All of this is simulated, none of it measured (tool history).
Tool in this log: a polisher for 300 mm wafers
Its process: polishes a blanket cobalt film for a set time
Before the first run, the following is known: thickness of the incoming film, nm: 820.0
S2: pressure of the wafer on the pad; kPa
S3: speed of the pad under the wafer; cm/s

{"run": 1, "hour": 0.0, "flow of slurry (ml/min)": 280, "S2": 11, "S3": 98, "polishing time (s)": 45, "film removed (nm)": 161.92}
{"run": 2, "hour": 3.9, "flow of slurry (ml/min)": 245, "S2": 11, "S3": 98, "polishing time (s)": 45, "film removed (nm)": 154.63}
{"run": 3, "hour": 4.9, "flow of slurry (ml/min)": 245, "S2": 12.4, "S3": 98, "polishing time (s)": 45, "film removed (nm)": 172.69}
{"run": 4, "hour": 13.4, "flow of slurry (ml/min)": 245, "S2": 11, "S3": 98, "polishing time (s)": 45, "film removed (nm)": 158.09}
{"run": 5, "hour": 19.6, "flow of slurry (ml/min)": 185, "S2": 11, "S3": 98, "polishing time (s)": 45, "film removed (nm)": 151.48}
{"run": 6, "hour": 25.0, "flow of slurry (ml/min)": 185, "S2": 11.7, "S3": 98, "polishing time (s)": 45, "film removed (nm)": 157.83}
{"run": 7, "hour": 30.2, "flow of slurry (ml/min)": 190, "S2": 12.4, "S3": 98, "polishing time (s)": 45, "film removed (nm)": 166.8}
{"run": 8, "hour": 34.4, "flow of slurry (ml/min)": 195, "S2": 12.4, "S3": 98, "polishing time (s)": 45, "film removed (nm)": 166.94}
{"run": 9, "hour": 38.5, "flow of slurry (ml/min)": 200, "S2": 12.4, "S3": 98, "polishing time (s)": 45, "film removed (nm)": 170.02}
{"run": 10, "hour": 40.1, "flow of slurry (ml/min)": 205, "S2": 12.4, "S3": 98, "polishing time (s)": 45, "film removed (nm)": 170.41}
{"run": 11, "hour": 41.1, "flow of slurry (ml/min)": 205, "S2": 12.4, "S3": 98, "polishing time (s)": 45, "film removed (nm)": 167.13}
{"run": 12, "hour": 46.0, "flow of slurry (ml/min)": 210, "S2": 12.4, "S3": 98, "polishing time (s)": 45, "film removed (nm)": 167.77}
{"run": 13, "hour": 46.5, "flow of slurry (ml/min)": 215, "S2": 12.4, "S3": 98, "polishing time (s)": 45, "film removed (nm)": 167.26}
{"run": 14, "hour": 50.7, "flow of slurry (ml/min)": 215, "S2": 13.1, "S3": 98, "polishing time (s)": 45, "film removed (nm)": 179.46}

Run 15 comes next. What will it give?
{"run": 15, "hour": 58.3, "flow of slurry (ml/min)": 220, "S2": 13.1, "S3": 98, "polishing time (s)": 45, "film removed (nm)": "?"}

film removed (nm): 180

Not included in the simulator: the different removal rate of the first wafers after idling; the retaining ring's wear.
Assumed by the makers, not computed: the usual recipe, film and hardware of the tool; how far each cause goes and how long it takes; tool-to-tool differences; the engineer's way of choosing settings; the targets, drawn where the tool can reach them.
